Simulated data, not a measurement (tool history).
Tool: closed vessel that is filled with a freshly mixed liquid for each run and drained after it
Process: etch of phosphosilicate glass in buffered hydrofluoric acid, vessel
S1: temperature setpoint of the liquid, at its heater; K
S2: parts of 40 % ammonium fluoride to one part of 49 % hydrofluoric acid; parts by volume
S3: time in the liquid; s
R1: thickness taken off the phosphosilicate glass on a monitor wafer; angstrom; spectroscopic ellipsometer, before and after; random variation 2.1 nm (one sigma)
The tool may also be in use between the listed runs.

run,hour,S1,S2,S3,R1
1,0.0,296.15,22.0,95,1287.7
2,2.4,298.15,21.5,95,1464.3
3,6.3,298.15,25.5,95,1284.6
4,14.8,299.65,24.0,95,1467.2
5,16.9,299.65,24.0,95,1482.0
6,24.7,301.15,24.0,95,1588.8
7,26.4,304.15,18.5,95,2291.3

Forecast run 8:
8,29.9,304.15,18.5,95,?

{"run 8": {"R1": 2292.4}}
